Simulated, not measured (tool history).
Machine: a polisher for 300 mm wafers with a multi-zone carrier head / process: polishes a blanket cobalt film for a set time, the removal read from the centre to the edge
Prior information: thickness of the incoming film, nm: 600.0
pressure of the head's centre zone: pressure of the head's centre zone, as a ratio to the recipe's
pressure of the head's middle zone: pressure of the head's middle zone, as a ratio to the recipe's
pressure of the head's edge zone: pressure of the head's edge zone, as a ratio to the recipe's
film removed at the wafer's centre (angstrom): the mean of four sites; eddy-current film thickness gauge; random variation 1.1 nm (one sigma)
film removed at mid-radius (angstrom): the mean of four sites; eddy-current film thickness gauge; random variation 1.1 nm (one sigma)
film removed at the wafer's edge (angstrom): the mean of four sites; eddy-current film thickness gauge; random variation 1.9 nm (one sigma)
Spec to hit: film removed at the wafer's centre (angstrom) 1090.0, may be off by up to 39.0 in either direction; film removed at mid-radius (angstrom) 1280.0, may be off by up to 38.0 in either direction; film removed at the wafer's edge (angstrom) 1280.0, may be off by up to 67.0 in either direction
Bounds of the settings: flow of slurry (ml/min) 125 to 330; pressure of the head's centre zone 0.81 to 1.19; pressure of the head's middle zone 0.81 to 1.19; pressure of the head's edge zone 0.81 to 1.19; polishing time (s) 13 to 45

run	day	flow of slurry (ml/min)	pressure of the head's centre zone	pressure of the head's middle zone	pressure of the head's edge zone	polishing time (s)	film removed at the wafer's centre (angstrom)	film removed at mid-radius (angstrom)	film removed at the wafer's edge (angstrom)
1	0.000	210	1.00	1.00	1.00	29	1796.2	1756.5	1799.9
2	0.338	210	1.00	1.00	0.92	29	1831.6	1729.5	1790.1
3	0.650	205	0.97	1.01	0.92	27	1632.5	1647.2	1592.0
4	0.983	195	0.94	0.99	0.95	26	1482.4	1554.4	1564.8
5	1.117	195	0.94	0.99	0.95	19	1093.2	1126.0	1127.8
6	1.375	195	0.94	0.99	1.00	19	1088.1	1127.2	1165.3
7	1.667	200	0.93	1.00	1.01	19	1076.8	1151.3	1191.4
8	1.792	210	0.92	1.01	1.01	19	1084.9	1145.9	1180.9
9	1.971	180	0.89	1.11	1.11	21	1120.0	1344.1	1298.0
10	2.296	175	0.89	1.10	1.11	21	1124.2	1346.8	1322.7
11	2.329	175	0.89	1.09	1.10	21	1115.3	1328.3	1323.6
12	2.425	175	0.89	1.09	1.09	21	1118.4	1351.9	1297.0

Which one of the following 4 next-run settings gets every result inside its allowed miss? There is exactly one.
A	2.521	210	0.98	1.08	1.12	20	?	?	?
B	2.521	280	0.86	0.83	1.19	22	?	?	?
C	2.521	130	0.90	1.19	0.94	22	?	?	?
D	2.521	170	0.86	1.06	1.04	21	?	?	?

move	film removed at the wafer's centre (angstrom)	film removed at mid-radius (angstrom)	film removed at the wafer's edge (angstrom)
A	1186.3	1278.8	1313.3
B	1185.0	1167.6	1521.2
C	1097.3	1414.5	1280.4
D	1055.0	1282.6	1312.4
A: brings the result that was furthest off to its target, and leaves another outside
B: takes the result that was furthest off past its target
C: further off than the last run
D: each result inside its tolerance
So the answer is move D, the one that meets all the targets.

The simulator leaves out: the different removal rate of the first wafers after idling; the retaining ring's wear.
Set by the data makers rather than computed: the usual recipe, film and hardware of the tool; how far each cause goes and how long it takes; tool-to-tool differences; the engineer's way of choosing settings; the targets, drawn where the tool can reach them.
